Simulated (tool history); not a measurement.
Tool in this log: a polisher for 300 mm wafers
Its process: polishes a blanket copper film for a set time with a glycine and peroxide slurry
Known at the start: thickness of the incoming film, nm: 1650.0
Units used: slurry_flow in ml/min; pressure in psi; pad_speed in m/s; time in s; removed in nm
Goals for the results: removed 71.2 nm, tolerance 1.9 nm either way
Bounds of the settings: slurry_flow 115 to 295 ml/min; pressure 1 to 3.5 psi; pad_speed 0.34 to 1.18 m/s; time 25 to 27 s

{"run": 1, "hour": 0.0, "slurry_flow": 190, "pressure": 2.2, "pad_speed": 0.76, "time": 27, "removed": 89.422}
{"run": 2, "hour": 4.3, "slurry_flow": 185, "pressure": 2, "pad_speed": 0.76, "time": 27, "removed": 84.244}
{"run": 3, "hour": 5.2, "slurry_flow": 180, "pressure": 1.8, "pad_speed": 0.76, "time": 27, "removed": 77.421}
{"run": 4, "hour": 11.9, "slurry_flow": 180, "pressure": 1.2, "pad_speed": 0.76, "time": 27, "removed": 59.311}
{"run": 5, "hour": 13.7, "slurry_flow": 160, "pressure": 1.2, "pad_speed": 0.76, "time": 27, "removed": 58.635}
{"run": 6, "hour": 15.7, "slurry_flow": 160, "pressure": 1.2, "pad_speed": 0.9, "time": 27, "removed": 65.173}
{"run": 7, "hour": 17.5, "slurry_flow": 170, "pressure": 1.2, "pad_speed": 0.9, "time": 27, "removed": 65.894}
{"run": 8, "hour": 24.8, "slurry_flow": 180, "pressure": 1.2, "pad_speed": 0.9, "time": 27, "removed": 66.629}
{"run": 9, "hour": 32.2, "slurry_flow": 190, "pressure": 1.2, "pad_speed": 0.9, "time": 27, "removed": 67.391}
{"run": 10, "hour": 33.5, "slurry_flow": 200, "pressure": 1.2, "pad_speed": 0.9, "time": 27, "removed": 66.653}

Pick the move, out of 5, that brings all results within their allowed miss; only one does.
{"run": "A", "hour": 34.8, "slurry_flow": 220, "pressure": 1.3, "pad_speed": 0.9, "time": 27, "removed": "?"}
{"run": "B", "hour": 34.8, "slurry_flow": 250, "pressure": 1.3, "pad_speed": 0.82, "time": 25, "removed": "?"}
{"run": "C", "hour": 34.8, "slurry_flow": 165, "pressure": 1.1, "pad_speed": 0.84, "time": 27, "removed": "?"}
{"run": "D", "hour": 34.8, "slurry_flow": 285, "pressure": 1.1, "pad_speed": 0.98, "time": 25, "removed": "?"}
{"run": "E", "hour": 34.8, "slurry_flow": 200, "pressure": 1.5, "pad_speed": 0.9, "time": 26, "removed": "?"}

move=A removed=71.46
move=B removed=63.229
move=C removed=58.844
move=D removed=64.564
move=E removed=74.861
A: meets every target
B: its largest miss is bigger than the last run's
C: its largest miss is bigger than the last run's
D: its largest miss is bigger than the last run's
E: carries the result that was furthest off beyond its target, to the other side
The right move is A.
